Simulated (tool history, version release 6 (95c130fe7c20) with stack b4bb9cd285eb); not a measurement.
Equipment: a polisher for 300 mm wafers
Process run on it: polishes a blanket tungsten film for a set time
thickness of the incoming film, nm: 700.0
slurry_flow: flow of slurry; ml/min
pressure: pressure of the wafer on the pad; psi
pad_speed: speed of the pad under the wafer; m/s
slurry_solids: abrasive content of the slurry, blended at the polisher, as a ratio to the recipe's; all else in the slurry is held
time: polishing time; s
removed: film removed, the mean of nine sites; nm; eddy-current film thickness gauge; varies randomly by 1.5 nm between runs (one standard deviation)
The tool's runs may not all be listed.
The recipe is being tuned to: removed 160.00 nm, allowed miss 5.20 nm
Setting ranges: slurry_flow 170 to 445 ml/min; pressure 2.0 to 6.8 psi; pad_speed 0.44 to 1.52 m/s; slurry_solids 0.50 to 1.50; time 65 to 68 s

run,hour,slurry_flow,pressure,pad_speed,slurry_solids,time,removed
1,0.0,285,4.4,0.98,1.00,65,301.98
2,4.8,285,3.6,0.94,1.00,65,242.28
3,7.9,225,3.6,0.94,1.00,65,229.49
4,11.3,215,3.1,0.94,1.00,65,202.06
5,16.6,210,2.8,0.94,1.00,65,182.04
6,19.3,210,2.8,0.94,1.00,68,187.52
7,20.5,205,2.6,0.94,1.00,68,180.41
8,24.6,200,2.5,0.94,1.00,68,169.19

Exercise: of the 4 proposed moves below, exactly one satisfies all targets within the stated allowed misses. Which move is it?
A,28.7,215,2.5,0.98,0.90,68,?
B,28.7,230,2.4,0.98,1.10,66,?
C,28.7,365,2.4,0.98,0.75,65,?
D,28.7,170,2.4,1.08,0.85,68,?

move,removed
A,176.43
B,175.02
C,163.96
D,175.74
A: misses by more than the last run did
B: misses by more than the last run did
C: hits every target within its allowed miss
D: misses by more than the last run did
The right move is C.
